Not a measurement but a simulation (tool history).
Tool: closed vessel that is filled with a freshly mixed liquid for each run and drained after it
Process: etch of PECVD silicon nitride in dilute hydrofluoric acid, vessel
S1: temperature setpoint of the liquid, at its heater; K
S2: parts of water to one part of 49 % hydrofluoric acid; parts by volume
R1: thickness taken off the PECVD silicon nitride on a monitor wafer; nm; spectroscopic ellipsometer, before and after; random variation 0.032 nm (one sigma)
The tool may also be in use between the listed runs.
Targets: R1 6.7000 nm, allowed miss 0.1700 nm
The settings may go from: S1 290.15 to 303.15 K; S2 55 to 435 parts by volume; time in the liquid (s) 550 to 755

{"run": 1, "hour": 0.0, "S1": 295.15, "S2": 245, "time in the liquid (s)": 755, "R1": 8.2953}
{"run": 2, "hour": 8.6, "S1": 295.15, "S2": 245, "time in the liquid (s)": 755, "R1": 8.3569}
{"run": 3, "hour": 11.9, "S1": 295.15, "S2": 245, "time in the liquid (s)": 550, "R1": 6.0609}
{"run": 4, "hour": 17.4, "S1": 295.65, "S2": 245, "time in the liquid (s)": 550, "R1": 6.2102}
{"run": 5, "hour": 20.2, "S1": 297.65, "S2": 245, "time in the liquid (s)": 550, "R1": 7.0766}
{"hour": 22.8, "done": "thermometer replaced"}
{"run": 6, "hour": 22.8, "S1": 295.15, "S2": 245, "time in the liquid (s)": 550, "R1": 5.5481}
{"run": 7, "hour": 31.4, "S1": 295.65, "S2": 245, "time in the liquid (s)": 550, "R1": 5.7502}
{"run": 8, "hour": 34.3, "S1": 296.15, "S2": 245, "time in the liquid (s)": 550, "R1": 5.9435}
{"run": 9, "hour": 36.5, "S1": 296.15, "S2": 245, "time in the liquid (s)": 550, "R1": 5.927}
{"run": 10, "hour": 42.5, "S1": 297.15, "S2": 245, "time in the liquid (s)": 550, "R1": 6.3223}
{"run": 11, "hour": 48.3, "S1": 297.65, "S2": 245, "time in the liquid (s)": 550, "R1": 6.5155}

Which of these 5 next moves meets every target?
{"run": "A", "hour": 54.1, "S1": 297.65, "S2": 310, "time in the liquid (s)": 715, "R1": "?"}
{"run": "B", "hour": 54.1, "S1": 298.15, "S2": 280, "time in the liquid (s)": 585, "R1": "?"}
{"run": "C", "hour": 54.1, "S1": 298.65, "S2": 310, "time in the liquid (s)": 605, "R1": "?"}
{"run": "D", "hour": 54.1, "S1": 295.15, "S2": 215, "time in the liquid (s)": 550, "R1": "?"}
{"run": "E", "hour": 54.1, "S1": 297.15, "S2": 245, "time in the liquid (s)": 605, "R1": "?"}

move=A R1=6.6776
move=B R1=6.2320
move=C R1=6.0009
move=D R1=6.3062
move=E R1=6.9202
A: meets every target
B: further off than the last run
C: further off than the last run
D: further off than the last run
E: takes the result that was furthest off past its target
The right move is A.
